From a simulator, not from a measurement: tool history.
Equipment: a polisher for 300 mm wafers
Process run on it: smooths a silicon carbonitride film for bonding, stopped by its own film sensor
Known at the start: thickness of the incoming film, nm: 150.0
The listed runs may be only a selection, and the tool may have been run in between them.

| run | day | flow of slurry (ml/min) | pressure of the wafer on the pad (kPa) | speed of the pad under the wafer (cm/s) | abrasive content of the slurry | target thickness at which the film sensor stops the polish (nm) | time until the film sensor stopped the polish (s) |
|---|---|---|---|---|---|---|---|
| 1 | 0 | 235 | 10.3 | 96 | 1 | 139 | 82.759 |
| 2 | 0.292 | 235 | 10.3 | 96 | 1.1 | 139 | 78.771 |
| 3 | 0.383 | 235 | 10.3 | 84 | 1.1 | 139 | 87.567 |
| 4 | 0.446 | 235 | 10.3 | 84 | 1 | 139 | 86.697 |
| 5 | 0.612 | 235 | 10.3 | 106 | 1 | 139 | 77.866 |
| 6 | 0.808 | 195 | 10.3 | 106 | 1 | 139 | 81.584 |

Run 7 has not been measured yet. What should we expect?
| 7 | 1.167 | 190 | 9.7 | 106 | 1 | 139 | ? |

{"run 7": {"time until the film sensor stopped the polish (s)": 88.947}}
